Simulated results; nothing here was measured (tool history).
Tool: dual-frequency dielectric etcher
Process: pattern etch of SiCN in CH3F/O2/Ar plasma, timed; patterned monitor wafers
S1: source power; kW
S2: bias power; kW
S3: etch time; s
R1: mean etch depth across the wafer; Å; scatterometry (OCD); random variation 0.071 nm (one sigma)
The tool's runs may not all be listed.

run	day	S1	S2	S3	R1
1	0	0.39	0.084	64	261.99
2	0.217	0.39	0.079	64	255.9
3	0.262	0.39	0.088	64	265.5
4	0.292	0.41	0.089	64	270.36
5	0.596	0.43	0.09	64	274.87
6	0.675	0.43	0.09	64	274.66
7	0.892	0.45	0.091	64	280.16

Forecast run 8:
8	0.917	0.46	0.091	64	?

R1: 282.3 Å
